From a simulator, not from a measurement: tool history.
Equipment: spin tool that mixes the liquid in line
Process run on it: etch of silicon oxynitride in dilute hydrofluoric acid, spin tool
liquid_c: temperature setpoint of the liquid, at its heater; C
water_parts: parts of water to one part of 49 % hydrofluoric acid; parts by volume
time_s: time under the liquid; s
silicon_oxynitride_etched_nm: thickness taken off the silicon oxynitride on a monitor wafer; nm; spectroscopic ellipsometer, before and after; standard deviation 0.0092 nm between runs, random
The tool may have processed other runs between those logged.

{"run": 1, "hour": 0.0, "liquid_c": 26.0, "water_parts": 125, "time_s": 85, "silicon_oxynitride_etched_nm": 3.1791}
{"run": 2, "hour": 1.0, "liquid_c": 25.5, "water_parts": 125, "time_s": 85, "silicon_oxynitride_etched_nm": 3.1222}
{"run": 3, "hour": 3.0, "liquid_c": 25.5, "water_parts": 125, "time_s": 60, "silicon_oxynitride_etched_nm": 2.2098}
{"run": 4, "hour": 9.5, "liquid_c": 26.0, "water_parts": 125, "time_s": 60, "silicon_oxynitride_etched_nm": 2.2648}
{"run": 5, "hour": 12.3, "liquid_c": 26.0, "water_parts": 155, "time_s": 60, "silicon_oxynitride_etched_nm": 1.7682}
{"run": 6, "hour": 19.2, "liquid_c": 27.5, "water_parts": 155, "time_s": 60, "silicon_oxynitride_etched_nm": 1.9043}
{"run": 7, "hour": 28.0, "liquid_c": 29.0, "water_parts": 155, "time_s": 60, "silicon_oxynitride_etched_nm": 2.0115}
{"run": 8, "hour": 29.5, "liquid_c": 30.0, "water_parts": 155, "time_s": 60, "silicon_oxynitride_etched_nm": 2.1034}

Estimate the outcome of run 9 from the log above:
{"run": 9, "hour": 33.2, "liquid_c": 31.0, "water_parts": 155, "time_s": 60, "silicon_oxynitride_etched_nm": "?"}

silicon_oxynitride_etched_nm: 2.2066 nm

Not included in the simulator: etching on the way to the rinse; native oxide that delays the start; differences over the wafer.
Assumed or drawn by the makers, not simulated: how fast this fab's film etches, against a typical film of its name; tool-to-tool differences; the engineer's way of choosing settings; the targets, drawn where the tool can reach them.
